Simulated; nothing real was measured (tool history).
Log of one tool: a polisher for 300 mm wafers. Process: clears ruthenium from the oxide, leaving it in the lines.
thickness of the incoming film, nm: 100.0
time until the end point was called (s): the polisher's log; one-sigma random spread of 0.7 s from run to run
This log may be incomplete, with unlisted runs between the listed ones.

run,hour,flow of slurry (ml/min),pressure of the wafer on the pad (psi),speed of the pad under the wafer (m/s),overpolish time after the end point (s),time until the end point was called (s)
1,0,185,2.6,0.9,30,87.849
2,7.2,190,2.7,0.9,30,85.018
3,8.5,190,2.7,0.9,30,84.449
4,15.8,190,2.7,0.9,30,85.283
5,21.1,190,2.8,0.9,30,83.202
6,26.2,190,2.9,0.9,30,79.356
7,28.5,190,2.9,0.9,30,78.713
8,33.9,190,3,0.9,30,76.079

What will run 9 give?
9,38.4,195,3.1,0.9,30,?

{"run 9": {"time until the end point was called (s)": 73.952}}

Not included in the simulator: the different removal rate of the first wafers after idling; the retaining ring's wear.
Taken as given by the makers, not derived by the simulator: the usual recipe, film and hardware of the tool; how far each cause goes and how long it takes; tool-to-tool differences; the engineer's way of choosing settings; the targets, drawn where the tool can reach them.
